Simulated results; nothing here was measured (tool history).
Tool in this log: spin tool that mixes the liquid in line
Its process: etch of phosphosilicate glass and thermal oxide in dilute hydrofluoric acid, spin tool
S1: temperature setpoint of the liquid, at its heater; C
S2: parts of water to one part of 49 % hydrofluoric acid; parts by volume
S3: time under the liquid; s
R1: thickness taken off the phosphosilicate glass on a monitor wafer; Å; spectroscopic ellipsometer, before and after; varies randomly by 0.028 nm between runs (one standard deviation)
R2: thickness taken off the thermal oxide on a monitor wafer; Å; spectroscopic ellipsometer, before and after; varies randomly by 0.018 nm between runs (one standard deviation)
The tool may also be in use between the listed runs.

Run 1, day 0.000: S1 20.0 C, S2 260 parts by volume, S3 30 s. Result: R1 171.890 Å, R2 5.0151 Å.
Run 2, day 0.338: S1 18.0 C, S2 260 parts by volume, S3 30 s. Result: R1 160.180 Å, R2 3.6313 Å.
Run 3, day 0.621: S1 18.0 C, S2 175 parts by volume, S3 30 s. Result: R1 256.490 Å, R2 6.5984 Å.
Run 4, day 0.821: S1 18.5 C, S2 235 parts by volume, S3 30 s. Result: R1 184.190 Å, R2 4.3523 Å.
Run 5, day 0.988: S1 18.5 C, S2 155 parts by volume, S3 30 s. Result: R1 301.960 Å, R2 7.5340 Å.
Run 6, day 1.183: S1 18.5 C, S2 155 parts by volume, S3 25 s. Result: R1 252.460 Å, R2 6.7288 Å.
Run 7, day 1.246: S1 18.5 C, S2 210 parts by volume, S3 25 s. Result: R1 176.350 Å, R2 4.2826 Å.
Run 8, day 1.608: S1 18.5 C, S2 210 parts by volume, S3 25 s. Result: R1 174.890 Å, R2 4.6899 Å.
Run 9, day 1.767: S1 17.0 C, S2 315 parts by volume, S3 25 s. Result: R1 100.730 Å, R2 2.3921 Å.
Run 10, day 2.071: S1 17.0 C, S2 315 parts by volume, S3 25 s. Result: R1 100.970 Å, R2 2.4907 Å.

Run 11 is up next; what results do you expect?
Run 11, day 2.421: S1 17.0 C, S2 320 parts by volume, S3 25 s. Result: R1 ?, R2 ?.

{"run 11": {"R1": 98.439, "R2": 2.3077}}
